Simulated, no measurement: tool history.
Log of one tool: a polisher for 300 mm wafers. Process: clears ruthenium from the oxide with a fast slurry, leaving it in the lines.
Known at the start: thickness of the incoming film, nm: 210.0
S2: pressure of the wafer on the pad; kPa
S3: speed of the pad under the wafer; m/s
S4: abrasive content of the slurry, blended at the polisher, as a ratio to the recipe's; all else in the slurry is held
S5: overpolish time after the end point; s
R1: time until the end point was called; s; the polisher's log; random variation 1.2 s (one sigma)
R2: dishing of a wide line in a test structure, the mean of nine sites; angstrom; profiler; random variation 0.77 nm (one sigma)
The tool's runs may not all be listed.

{"run": 1, "hour": 0.0, "flow of slurry (ml/min)": 180, "S2": 23.4, "S3": 1, "S4": 1, "S5": 12, "R1": 53.047, "R2": 444.66}
{"run": 2, "hour": 0.8, "flow of slurry (ml/min)": 180, "S2": 28.3, "S3": 1, "S4": 1, "S5": 12, "R1": 44.045, "R2": 533.57}
{"run": 3, "hour": 8.3, "flow of slurry (ml/min)": 180, "S2": 28.3, "S3": 1.12, "S4": 1, "S5": 12, "R1": 41.669, "R2": 569.03}
{"run": 4, "hour": 11.3, "flow of slurry (ml/min)": 220, "S2": 28.3, "S3": 1.12, "S4": 1, "S5": 12, "R1": 39.177, "R2": 577.29}
{"run": 5, "hour": 12.3, "flow of slurry (ml/min)": 210, "S2": 23.4, "S3": 1.1, "S4": 1, "S5": 14, "R1": 48.811, "R2": 542.99}
{"run": 6, "hour": 17.1, "flow of slurry (ml/min)": 205, "S2": 20, "S3": 1.08, "S4": 1, "S5": 16, "R1": 56.373, "R2": 542.2}
{"run": 7, "hour": 18.7, "flow of slurry (ml/min)": 205, "S2": 17.2, "S3": 1.06, "S4": 1, "S5": 17, "R1": 64.987, "R2": 497.74}
{"run": 8, "hour": 25.9, "flow of slurry (ml/min)": 205, "S2": 15.9, "S3": 1.06, "S4": 1, "S5": 18, "R1": 72.009, "R2": 485.46}
{"run": 9, "hour": 34.2, "flow of slurry (ml/min)": 200, "S2": 15.2, "S3": 1.06, "S4": 1, "S5": 19, "R1": 76.206, "R2": 488.55}
{"run": 10, "hour": 40.0, "flow of slurry (ml/min)": 190, "S2": 15.2, "S3": 1.06, "S4": 1, "S5": 19, "R1": 76.814, "R2": 473.62}

Forecast run 11:
{"run": 11, "hour": 47.4, "flow of slurry (ml/min)": 185, "S2": 15.2, "S3": 1.06, "S4": 1, "S5": 20, "R1": "?", "R2": "?"}

R1: 75.008 s
R2: 507.25 angstrom

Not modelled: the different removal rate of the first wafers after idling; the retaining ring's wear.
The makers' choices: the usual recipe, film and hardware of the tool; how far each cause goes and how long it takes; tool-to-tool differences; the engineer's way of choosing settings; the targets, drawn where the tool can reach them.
